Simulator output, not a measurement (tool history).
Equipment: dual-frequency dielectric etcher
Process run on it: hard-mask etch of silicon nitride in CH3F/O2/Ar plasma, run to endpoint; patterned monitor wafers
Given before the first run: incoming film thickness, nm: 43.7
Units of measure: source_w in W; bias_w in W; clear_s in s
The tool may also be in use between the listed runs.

run 1 hour=0 | source_w=430 bias_w=74 | clear_s=67.203
run 2 hour=6.4 | source_w=460 bias_w=76 | clear_s=64.917
run 3 hour=14.9 | source_w=540 bias_w=76 | clear_s=61.904
run 4 hour=16.7 | source_w=550 bias_w=78 | clear_s=61.282
run 5 hour=23 | source_w=550 bias_w=83 | clear_s=60.496
run 6 hour=30.4 | source_w=550 bias_w=77 | clear_s=60.787
run 7 hour=35.3 | source_w=560 bias_w=78 | clear_s=60.705

Run 8, settings as shown, results not yet in. Your forecast:
-- hour=38.6 source power generator calibrated
run 8 hour=38.6 | source_w=570 bias_w=79 | clear_s=?

Run 8 yielded clear_s 61.19 s.

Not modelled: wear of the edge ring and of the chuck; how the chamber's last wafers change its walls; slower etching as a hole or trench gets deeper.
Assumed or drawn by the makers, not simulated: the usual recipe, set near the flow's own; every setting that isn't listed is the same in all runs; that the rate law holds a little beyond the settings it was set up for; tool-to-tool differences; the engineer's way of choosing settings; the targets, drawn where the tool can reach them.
